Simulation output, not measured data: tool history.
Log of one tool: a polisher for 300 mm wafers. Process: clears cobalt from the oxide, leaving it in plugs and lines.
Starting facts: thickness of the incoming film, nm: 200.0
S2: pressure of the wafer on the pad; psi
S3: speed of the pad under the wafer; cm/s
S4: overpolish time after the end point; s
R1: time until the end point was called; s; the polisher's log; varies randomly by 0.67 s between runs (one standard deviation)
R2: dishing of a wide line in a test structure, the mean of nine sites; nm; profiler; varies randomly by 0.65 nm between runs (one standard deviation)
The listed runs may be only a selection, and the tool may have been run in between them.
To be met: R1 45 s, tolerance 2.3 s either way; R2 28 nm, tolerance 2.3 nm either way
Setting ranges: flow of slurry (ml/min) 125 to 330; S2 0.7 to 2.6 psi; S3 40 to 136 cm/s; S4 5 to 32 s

Run 1, hour 0: flow of slurry (ml/min) 210, S2 1.6 psi, S3 88 cm/s, S4 16 s. Result: R1 46.153 s, R2 43.116 nm.
Run 2, hour 1.4: flow of slurry (ml/min) 210, S2 1.8 psi, S3 88 cm/s, S4 16 s. Result: R1 39.994 s, R2 48.571 nm.
Run 3, hour 7.3: flow of slurry (ml/min) 210, S2 1.7 psi, S3 90 cm/s, S4 13 s. Result: R1 42.152 s, R2 41.977 nm.
Run 4, hour 8: flow of slurry (ml/min) 210, S2 1.6 psi, S3 92 cm/s, S4 11 s. Result: R1 42.66 s, R2 38.43 nm.
Run 5, hour 15.8: flow of slurry (ml/min) 210, S2 1.6 psi, S3 84 cm/s, S4 11 s. Result: R1 46.625 s, R2 35.317 nm.
Run 6, hour 17.7: flow of slurry (ml/min) 210, S2 1.6 psi, S3 84 cm/s, S4 18 s. Result: R1 46.198 s, R2 46.993 nm.
Run 7, hour 19: flow of slurry (ml/min) 215, S2 1.6 psi, S3 84 cm/s, S4 14 s. Result: R1 46.122 s, R2 42.13 nm.
Run 8, hour 25.2: flow of slurry (ml/min) 155, S2 1.7 psi, S3 84 cm/s, S4 6 s. Result: R1 44.523 s, R2 22.152 nm.
Run 9, hour 30.9: flow of slurry (ml/min) 165, S2 1.7 psi, S3 84 cm/s, S4 6 s. Result: R1 46.011 s, R2 22.949 nm.
Run 10, hour 38.9: flow of slurry (ml/min) 175, S2 1.7 psi, S3 84 cm/s, S4 6 s. Result: R1 46.023 s, R2 22.31 nm.
Run 11, hour 41.3: flow of slurry (ml/min) 185, S2 1.7 psi, S3 84 cm/s, S4 6 s. Result: R1 45.548 s, R2 22.079 nm.

Below are 4 possible settings for the next run. Only one of them brings all results inside the allowed miss of their targets. Which is it?
Run A, hour 43.7: flow of slurry (ml/min) 165, S2 2 psi, S3 82 cm/s, S4 7 s. Result: R1 ?, R2 ?.
Run B, hour 43.7: flow of slurry (ml/min) 180, S2 1.8 psi, S3 84 cm/s, S4 6 s. Result: R1 ?, R2 ?.
Run C, hour 43.7: flow of slurry (ml/min) 195, S2 1.6 psi, S3 86 cm/s, S4 8 s. Result: R1 ?, R2 ?.
Run D, hour 43.7: flow of slurry (ml/min) 235, S2 2.3 psi, S3 68 cm/s, S4 7 s. Result: R1 ?, R2 ?.

move      R1      R2
   A  38.945  27.872
   B  41.666  23.331
   C  45.202  27.557
   D   38.97  27.863
A: meets the target for the result that was furthest off, but another lies outside its allowed miss
B: moves toward the targets from the last run without getting all of them in spec
C: all results land within tolerance of their targets
D: meets the target for the result that was furthest off, but another lies outside its allowed miss
C is the move that brings every result within its allowed miss.

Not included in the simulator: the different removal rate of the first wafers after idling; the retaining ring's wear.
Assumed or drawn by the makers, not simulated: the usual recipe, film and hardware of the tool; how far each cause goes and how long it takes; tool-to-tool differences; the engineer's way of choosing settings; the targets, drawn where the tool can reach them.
